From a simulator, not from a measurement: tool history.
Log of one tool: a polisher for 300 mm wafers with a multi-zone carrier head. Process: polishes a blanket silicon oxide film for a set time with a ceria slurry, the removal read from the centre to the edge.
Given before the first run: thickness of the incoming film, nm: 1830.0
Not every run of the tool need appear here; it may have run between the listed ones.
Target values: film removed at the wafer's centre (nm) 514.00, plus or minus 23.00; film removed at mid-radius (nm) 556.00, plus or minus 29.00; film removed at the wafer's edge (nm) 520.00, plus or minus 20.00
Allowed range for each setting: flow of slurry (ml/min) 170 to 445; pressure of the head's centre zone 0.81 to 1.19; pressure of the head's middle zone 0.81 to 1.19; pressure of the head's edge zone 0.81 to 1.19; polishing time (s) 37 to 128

run  hour  flow of slurry (ml/min)  pressure of the head's centre zone  pressure of the head's middle zone  pressure of the head's edge zone  polishing time (s)  film removed at the wafer's centre (nm)  film removed at mid-radius (nm)  film removed at the wafer's edge (nm)
  1   0.0                      285                                1.00                                1.00                              1.00                  82                                   393.28                           396.54                                 391.00
  2   6.7                      285                                1.00                                1.00                              1.00                  95                                   462.97                           466.61                                 451.91
  3   9.3                      325                                1.00                                1.00                              1.00                  95                                   472.16                           488.36                                 443.20
  4  14.7                      325                                1.00                                1.00                              1.03                  95                                   474.52                           469.59                                 462.28
  5  16.1                      325                                1.00                                1.02                              1.04                  96                                   474.56                           480.34                                 465.24
  6  19.3                      325                                1.00                                1.08                              1.04                  96                                   475.54                           513.40                                 465.95
  7  24.7                      325                                1.00                                1.09                              1.05                  97                                   486.34                           515.14                                 467.59
  8  30.4                      325                                1.00                                1.09                              1.06                  98                                   486.59                           530.82                                 474.14
  9  34.3                      325                                1.00                                1.09                              1.07                  99                                   488.70                           533.50                                 484.97
 10  37.0                      325                                1.00                                1.09                              1.08                 100                                   506.63                           535.00                                 502.22
 11  38.7                      325                                0.99                                1.11                              1.09                 101                                   494.42                           534.37                                 500.28

5 candidate next runs follow, results not yet known. Just one meets every target within its allowed miss. Identify it.
  A  40.4                      270                                1.03                                1.12                              1.19                 102                                        ?                                ?                                      ?
  B  40.4                      315                                1.00                                1.10                              1.17                  95                                        ?                                ?                                      ?
  C  40.4                      270                                0.93                                1.04                              1.19                 100                                        ?                                ?                                      ?
  D  40.4                      280                                1.00                                1.02                              1.05                  99                                        ?                                ?                                      ?
  E  40.4                      310                                1.06                                1.04                              1.17                  97                                        ?                                ?                                      ?

move  film removed at the wafer's centre (nm)  film removed at mid-radius (nm)  film removed at the wafer's edge (nm)
   A                                   516.40                           540.50                                 512.28
   B                                   475.57                           504.19                                 479.13
   C                                   456.50                           497.67                                 502.77
   D                                   488.46                           486.62                                 468.60
   E                                   513.81                           489.81                                 489.00
A: meets every target
B: further off than the last run
C: puts the biggest miss on target and leaves a different result outside tolerance
D: further off than the last run
E: further off than the last run
The right move is A.
